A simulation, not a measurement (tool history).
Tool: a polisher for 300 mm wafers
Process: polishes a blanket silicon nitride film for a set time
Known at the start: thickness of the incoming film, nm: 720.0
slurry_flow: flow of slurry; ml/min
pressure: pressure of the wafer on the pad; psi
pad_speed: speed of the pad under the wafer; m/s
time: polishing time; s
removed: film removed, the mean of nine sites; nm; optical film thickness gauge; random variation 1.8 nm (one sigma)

| run | day | slurry_flow | pressure | pad_speed | time | removed |
|---|---|---|---|---|---|---|
| 1 | 0.000 | 220 | 4.3 | 1.22 | 121 | 294.40 |
| 2 | 0.229 | 215 | 4.2 | 1.22 | 121 | 287.77 |
| 3 | 0.321 | 215 | 4.2 | 1.22 | 127 | 300.01 |
| 4 | 0.625 | 195 | 4.2 | 1.22 | 127 | 296.73 |
| 5 | 1.000 | 195 | 4.2 | 1.04 | 127 | 269.48 |
| 6 | 1.333 | 195 | 4.2 | 1.28 | 127 | 305.64 |
| 7 | 1.688 | 180 | 4.1 | 1.28 | 127 | 291.75 |
| 8 | 1.971 | 170 | 4.1 | 1.28 | 127 | 292.78 |
|  | 2.029 | worn pad replaced by a new one |
| 9 | 2.029 | 165 | 4.1 | 1.28 | 127 | 331.59 |
| 10 | 2.083 | 185 | 4.1 | 1.28 | 127 | 336.02 |

Forecast run 11:
| 11 | 2.188 | 185 | 3.6 | 1.26 | 127 | ? |

{"run 11": {"removed": 289.43}}
